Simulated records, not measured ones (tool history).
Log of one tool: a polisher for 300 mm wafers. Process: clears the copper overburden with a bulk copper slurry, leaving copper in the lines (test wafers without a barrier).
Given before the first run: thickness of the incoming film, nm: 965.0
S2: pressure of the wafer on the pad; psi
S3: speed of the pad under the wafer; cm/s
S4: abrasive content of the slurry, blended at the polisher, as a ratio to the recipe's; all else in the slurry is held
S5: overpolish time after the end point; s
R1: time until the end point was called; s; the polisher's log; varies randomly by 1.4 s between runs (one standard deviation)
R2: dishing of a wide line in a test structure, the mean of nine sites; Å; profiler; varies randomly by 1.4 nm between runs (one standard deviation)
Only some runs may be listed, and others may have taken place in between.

Run 1, hour 0: flow of slurry (ml/min) 165, S2 2.4 psi, S3 100 cm/s, S4 1, S5 12 s. Result: R1 142.01 s, R2 586.5 Å.
Run 2, hour 6.3: flow of slurry (ml/min) 165, S2 2.4 psi, S3 120 cm/s, S4 1, S5 12 s. Result: R1 121.44 s, R2 693.16 Å.
Run 3, hour 7.1: flow of slurry (ml/min) 165, S2 2.4 psi, S3 120 cm/s, S4 1.15, S5 12 s. Result: R1 117.88 s, R2 664.85 Å.
Run 4, hour 12.7: flow of slurry (ml/min) 165, S2 2.4 psi, S3 120 cm/s, S4 1.05, S5 12 s. Result: R1 119.85 s, R2 676.86 Å.
Run 5, hour 15.4: flow of slurry (ml/min) 135, S2 2.4 psi, S3 120 cm/s, S4 1.05, S5 12 s. Result: R1 123.06 s, R2 664.42 Å.
Run 6, hour 20: flow of slurry (ml/min) 135, S2 2.5 psi, S3 120 cm/s, S4 1.05, S5 12 s. Result: R1 118.34 s, R2 685.24 Å.
Run 7, hour 27.6: flow of slurry (ml/min) 135, S2 2.6 psi, S3 120 cm/s, S4 1.05, S5 12 s. Result: R1 113.33 s, R2 705.18 Å.
Run 8, hour 36.7: flow of slurry (ml/min) 140, S2 2.7 psi, S3 120 cm/s, S4 1, S5 13 s. Result: R1 110.61 s, R2 776.99 Å.
Run 9, hour 42.3: flow of slurry (ml/min) 145, S2 2.8 psi, S3 120 cm/s, S4 1, S5 13 s. Result: R1 107.53 s, R2 796.23 Å.

What does the tool deliver on the next run?
Run 10, hour 46.6: flow of slurry (ml/min) 145, S2 2.9 psi, S3 120 cm/s, S4 1, S5 13 s. Result: R1 ?, R2 ?.

{"run 10": {"R1": 106.55, "R2": 804.66}}
